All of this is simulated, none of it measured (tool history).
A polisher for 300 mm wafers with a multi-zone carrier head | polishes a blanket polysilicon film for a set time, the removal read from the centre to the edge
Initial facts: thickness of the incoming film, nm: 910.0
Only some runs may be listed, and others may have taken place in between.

run  hour  flow of slurry (ml/min)  pressure of the head's centre zone  pressure of the head's middle zone  pressure of the head's edge zone  polishing time (s)  film removed at the wafer's centre (angstrom)  film removed at mid-radius (angstrom)  film removed at the wafer's edge (angstrom)
  1     0                      195                                   1                                   1                                 1                  35                                         2879.6                                   2757                                         2759
  2   2.8                      215                                1.02                                1.05                                 1                  38                                         3159.6                                 3168.9                                       3000.7
  3   3.9                      230                                1.06                                1.09                                 1                  41                                           3582                                 3529.9                                       3276.4
  4  11.9                      245                                1.07                                1.12                              0.98                  43                                         3876.9                                 3814.5                                       3424.2
  5  12.8                      275                                1.07                                1.12                              0.98                  43                                         3807.2                                 3875.8                                       3446.9
  6  15.6                      275                                1.07                                1.12                              0.98                  36                                         3306.6                                   3287                                       2905.4
  7  19.1                      280                                1.08                                1.14                              0.97                  40                                         3793.2                                 3723.6                                       3238.9
  8  20.3                      285                                1.08                                1.15                              0.96                  43                                         3915.6                                 4025.4                                       3493.5
  9  28.9                      290                                1.09                                1.16                              0.94                  45                                         4259.7                                 4264.6                                       3584.3
 10  37.4                      295                                1.09                                1.17                              0.94                  46                                         4402.6                                   4357                                       3646.1

The next listed run, before its measurement:
 11  41.9                      295                                1.08                                1.18                              0.94                  47                                              ?                                      ?                                            ?

{"run 11": {"film removed at the wafer's centre (angstrom)": 4469.8, "film removed at mid-radius (angstrom)": 4507, "film removed at the wafer's edge (angstrom)": 3716.3}}
